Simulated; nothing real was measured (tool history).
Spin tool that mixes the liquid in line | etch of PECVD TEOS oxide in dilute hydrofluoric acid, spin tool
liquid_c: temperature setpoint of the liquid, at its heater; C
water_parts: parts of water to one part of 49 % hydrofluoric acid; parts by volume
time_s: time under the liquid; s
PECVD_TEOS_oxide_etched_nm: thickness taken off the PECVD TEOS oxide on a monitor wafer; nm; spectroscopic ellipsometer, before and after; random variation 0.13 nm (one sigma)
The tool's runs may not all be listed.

run,hour,liquid_c,water_parts,time_s,PECVD_TEOS_oxide_etched_nm
1,0.0,23.0,140,160,14.303
2,4.0,24.5,135,160,15.732
3,12.5,26.0,135,160,16.747
4,13.3,29.5,135,160,19.346
5,19.6,30.0,135,160,19.540
6,27.1,30.0,85,160,32.588

The next listed run, before its measurement:
7,27.9,28.5,85,160,?

{"run 7": {"PECVD_TEOS_oxide_etched_nm": 31.177}}
